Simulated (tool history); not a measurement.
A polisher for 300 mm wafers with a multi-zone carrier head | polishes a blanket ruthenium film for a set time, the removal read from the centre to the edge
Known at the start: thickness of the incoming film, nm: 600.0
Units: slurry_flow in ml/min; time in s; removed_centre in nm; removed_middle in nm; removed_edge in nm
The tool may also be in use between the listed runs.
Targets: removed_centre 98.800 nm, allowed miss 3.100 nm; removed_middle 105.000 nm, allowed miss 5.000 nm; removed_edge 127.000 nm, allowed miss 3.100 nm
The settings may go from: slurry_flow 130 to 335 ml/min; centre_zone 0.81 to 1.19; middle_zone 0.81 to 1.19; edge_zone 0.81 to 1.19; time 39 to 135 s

run	day	slurry_flow	centre_zone	middle_zone	edge_zone	time	removed_centre	removed_middle	removed_edge
1	0.000	215	1.00	1.00	1.00	87	101.700	100.180	103.840
2	0.325	225	0.96	0.98	1.06	89	103.290	101.050	108.560
3	0.538	225	0.96	0.98	1.06	69	77.209	76.801	85.665
4	0.562	225	0.96	0.98	0.98	69	78.786	79.184	81.102
5	0.808	225	0.96	0.98	0.90	69	77.656	77.711	78.876
6	1.071	225	0.99	0.98	0.90	69	82.602	76.142	78.407
7	1.358	205	0.96	0.94	0.98	79	88.518	85.246	93.615
8	1.500	185	0.94	0.93	1.03	85	89.952	90.895	101.530
9	1.592	180	0.93	0.92	1.08	89	93.576	94.818	108.150
10	1.696	180	0.91	0.91	1.11	92	93.899	95.745	112.010
11	1.938	170	0.90	0.91	1.13	95	95.529	97.515	116.720
12	2.212	170	0.89	0.92	1.15	97	96.196	100.990	118.960
13	2.496	170	0.88	0.91	1.16	99	98.087	102.610	123.050

5 next moves are on the table. One of them brings every result within its allowed miss. Which?
A	2.779	265	0.85	0.84	1.18	94	?	?	?
B	2.779	135	0.87	0.92	1.14	106	?	?	?
C	2.779	170	0.87	0.83	1.15	100	?	?	?
D	2.779	130	0.89	0.89	1.08	103	?	?	?
E	2.779	170	0.89	0.92	1.12	94	?	?	?

move	removed_centre	removed_middle	removed_edge
A	98.139	98.474	124.670
B	99.102	106.160	126.350
C	99.115	96.937	124.460
D	97.384	99.343	118.650
E	95.389	99.197	115.280
A: brings the result that was furthest off to its target, and leaves another outside
B: meets every target
C: brings the result that was furthest off to its target, and leaves another outside
D: further off than the last run
E: further off than the last run
Answer: B

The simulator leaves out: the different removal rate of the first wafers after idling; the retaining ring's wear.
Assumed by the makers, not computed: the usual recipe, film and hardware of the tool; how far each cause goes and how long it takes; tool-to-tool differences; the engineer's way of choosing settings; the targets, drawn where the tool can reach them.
